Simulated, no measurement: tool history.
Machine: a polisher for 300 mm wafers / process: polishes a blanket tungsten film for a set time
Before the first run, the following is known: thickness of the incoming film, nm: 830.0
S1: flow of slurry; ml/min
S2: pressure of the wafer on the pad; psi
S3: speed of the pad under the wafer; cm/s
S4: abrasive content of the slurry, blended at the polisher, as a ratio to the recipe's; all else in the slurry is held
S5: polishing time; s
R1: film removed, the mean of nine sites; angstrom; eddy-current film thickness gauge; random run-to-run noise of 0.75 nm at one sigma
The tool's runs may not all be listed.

run	hour	S1	S2	S3	S4	S5	R1
1	0	150	2.7	134	1	39	1452.9
2	5.3	150	2.7	114	1	39	1236.2
3	8.1	150	2.7	114	0.8	39	1182.1
4	12.2	150	2.7	114	0.8	39	1182.4
5	16.7	150	2.7	102	0.8	39	1066.3
6	24	150	2.7	102	0.95	39	1088.2
7	26.9	150	2.6	102	0.95	39	1063.6
8	27.8	150	2.5	102	0.95	39	1011.9
# hour 28.5: slurry nozzle cleaned
9	28.5	150	2.4	102	0.95	39	1017.3
10	29.3	150	2.3	102	0.95	39	1010.9
11	35.5	150	2.2	102	0.95	39	946.38
12	36.1	150	2.1	102	0.95	39	918.38

The next listed run, before its measurement:
13	40.6	140	1.9	102	0.95	39	?

R1: 816.88 angstrom
